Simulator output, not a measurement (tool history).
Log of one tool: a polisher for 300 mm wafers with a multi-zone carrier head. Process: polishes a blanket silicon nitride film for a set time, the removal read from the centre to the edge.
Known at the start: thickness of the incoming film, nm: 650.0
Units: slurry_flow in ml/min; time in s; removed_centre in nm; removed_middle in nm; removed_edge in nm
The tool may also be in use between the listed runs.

run  hour  slurry_flow  centre_zone  middle_zone  edge_zone  time  removed_centre  removed_middle  removed_edge
  1   0.0          245         1.00         1.00       1.00    86          163.68          166.33        164.82
  2   6.1          215         1.00         1.00       1.00    86          159.21          159.96        163.22
  3   9.0          215         1.00         1.00       0.94    86          160.94          164.85        158.80
  4  11.0          215         0.94         1.00       0.94    86          151.30          161.47        156.05
  5  13.5          215         0.94         1.04       0.94    86          152.29          165.62        162.03
  6  20.9          215         0.94         1.04       0.98    86          147.21          169.28        164.24
  7  23.9          230         1.00         1.04       1.01    90          170.02          178.59        173.51

Forecast run 8:
  8  30.1          230         1.03         1.04       1.04    94               ?               ?             ?

Run 8 gave removed_centre 180.92 nm, removed_middle 185.33 nm, removed_edge 179.80 nm.
